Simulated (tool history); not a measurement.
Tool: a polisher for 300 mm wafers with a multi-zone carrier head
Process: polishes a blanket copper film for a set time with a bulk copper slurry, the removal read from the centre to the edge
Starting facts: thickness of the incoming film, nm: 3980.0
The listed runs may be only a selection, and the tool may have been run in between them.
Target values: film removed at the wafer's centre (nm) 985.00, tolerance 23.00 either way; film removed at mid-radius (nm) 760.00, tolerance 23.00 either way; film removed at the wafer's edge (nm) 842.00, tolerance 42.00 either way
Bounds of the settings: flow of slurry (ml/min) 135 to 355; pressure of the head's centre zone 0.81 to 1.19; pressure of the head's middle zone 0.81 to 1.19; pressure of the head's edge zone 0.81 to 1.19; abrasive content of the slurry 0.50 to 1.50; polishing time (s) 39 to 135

| run | day | flow of slurry (ml/min) | pressure of the head's centre zone | pressure of the head's middle zone | pressure of the head's edge zone | abrasive content of the slurry | polishing time (s) | film removed at the wafer's centre (nm) | film removed at mid-radius (nm) | film removed at the wafer's edge (nm) |
|---|---|---|---|---|---|---|---|---|---|---|
| 1 | 0.000 | 225 | 1.00 | 1.00 | 1.00 | 1.00 | 87 | 755.27 | 758.13 | 687.21 |
| 2 | 0.288 | 245 | 1.00 | 1.00 | 1.00 | 1.00 | 87 | 763.78 | 763.30 | 703.34 |
| 3 | 0.483 | 245 | 0.93 | 1.00 | 1.00 | 1.00 | 87 | 710.13 | 756.56 | 712.28 |
| 4 | 0.575 | 245 | 0.93 | 0.92 | 1.00 | 1.00 | 87 | 706.57 | 721.37 | 692.66 |
| 5 | 0.746 | 245 | 0.93 | 0.92 | 1.00 | 1.00 | 103 | 850.23 | 849.87 | 832.47 |
| 6 | 0.783 | 265 | 0.98 | 0.89 | 1.05 | 0.90 | 103 | 878.64 | 822.47 | 822.99 |
| 7 | 1.021 | 275 | 1.02 | 0.87 | 1.09 | 0.90 | 103 | 934.77 | 816.35 | 841.06 |
| 8 | 1.183 | 275 | 1.04 | 0.85 | 1.11 | 0.90 | 103 | 930.78 | 785.30 | 854.51 |
|  | 1.221 | edge zone pressure recalibrated |
| 9 | 1.221 | 280 | 1.06 | 0.84 | 1.11 | 0.90 | 103 | 951.66 | 791.21 | 903.83 |
| 10 | 1.304 | 285 | 1.08 | 0.84 | 1.12 | 0.80 | 104 | 965.31 | 775.59 | 897.32 |
| 11 | 1.679 | 290 | 1.09 | 0.84 | 1.06 | 0.75 | 103 | 959.53 | 749.05 | 840.50 |
| 12 | 1.950 | 295 | 1.09 | 0.84 | 1.06 | 0.75 | 103 | 965.83 | 773.20 | 842.17 |
| 13 | 2.188 | 295 | 1.09 | 0.84 | 1.06 | 0.75 | 103 | 957.09 | 766.73 | 873.35 |

Which one of the following 5 next-run settings gets every result inside its allowed miss? There is exactly one.
| A | 2.425 | 310 | 1.12 | 0.97 | 1.11 | 0.85 | 91 | ? | ? | ? |
| B | 2.425 | 335 | 1.01 | 0.81 | 1.14 | 0.75 | 107 | ? | ? | ? |
| C | 2.425 | 340 | 1.07 | 0.90 | 1.12 | 0.75 | 100 | ? | ? | ? |
| D | 2.425 | 290 | 1.15 | 0.86 | 1.07 | 0.70 | 102 | ? | ? | ? |
| E | 2.425 | 265 | 1.09 | 0.86 | 1.06 | 0.70 | 102 | ? | ? | ? |

| move | film removed at the wafer's centre (nm) | film removed at mid-radius (nm) | film removed at the wafer's edge (nm) |
|---|---|---|---|
| A | 896.87 | 784.41 | 782.64 |
| B | 935.98 | 789.50 | 919.49 |
| C | 929.03 | 801.64 | 851.48 |
| D | 989.54 | 767.44 | 829.08 |
| E | 927.14 | 759.94 | 818.83 |
A: its largest miss is bigger than the last run's
B: its largest miss is bigger than the last run's
C: its largest miss is bigger than the last run's
D: all results land within tolerance of their targets
E: its largest miss is bigger than the last run's
Answer: D

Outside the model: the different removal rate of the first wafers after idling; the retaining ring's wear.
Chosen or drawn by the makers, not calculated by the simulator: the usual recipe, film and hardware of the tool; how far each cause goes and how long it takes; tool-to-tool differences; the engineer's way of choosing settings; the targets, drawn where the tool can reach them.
